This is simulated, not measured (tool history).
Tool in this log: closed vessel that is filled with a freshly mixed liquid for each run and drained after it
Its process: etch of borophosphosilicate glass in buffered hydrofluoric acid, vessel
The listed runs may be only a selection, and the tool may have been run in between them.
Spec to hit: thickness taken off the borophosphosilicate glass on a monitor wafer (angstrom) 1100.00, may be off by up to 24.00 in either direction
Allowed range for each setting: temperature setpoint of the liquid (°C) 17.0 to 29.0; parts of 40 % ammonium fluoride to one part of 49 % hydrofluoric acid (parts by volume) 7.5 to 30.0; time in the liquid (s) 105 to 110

run	hour	temperature setpoint of the liquid (°C)	parts of 40 % ammonium fluoride to one part of 49 % hydrofluoric acid (parts by volume)	time in the liquid (s)	thickness taken off the borophosphosilicate glass on a monitor wafer (angstrom)
1	0.0	21.0	22.0	105	759.35
2	1.6	23.0	22.0	105	851.33
3	6.8	23.0	22.0	110	887.78
4	7.8	20.0	22.0	110	753.93
5	14.9	22.0	22.0	110	841.18
6	20.8	22.0	22.0	110	839.99
7	29.0	23.5	22.0	110	910.16
# hour 32.9: hydrofluoric acid flow meter replaced
8	32.9	24.5	22.0	110	898.52
9	41.8	26.0	21.0	110	1010.80
10	50.6	26.5	21.0	110	1044.60
11	53.1	27.0	21.0	110	1063.80

Which of these 4 next moves meets every target?
A	55.6	29.0	22.0	105	?
B	55.6	22.5	16.0	105	?
C	55.6	25.5	19.5	110	?
D	55.6	25.5	19.5	105	?

move	thickness taken off the borophosphosilicate glass on a monitor wafer (angstrom)
A	1094.00
B	1027.70
C	1041.50
D	994.18
A: every result lands within tolerance
B: lands further from the targets than the last run did
C: lands further from the targets than the last run did
D: lands further from the targets than the last run did
Go with A: it meets all targets.

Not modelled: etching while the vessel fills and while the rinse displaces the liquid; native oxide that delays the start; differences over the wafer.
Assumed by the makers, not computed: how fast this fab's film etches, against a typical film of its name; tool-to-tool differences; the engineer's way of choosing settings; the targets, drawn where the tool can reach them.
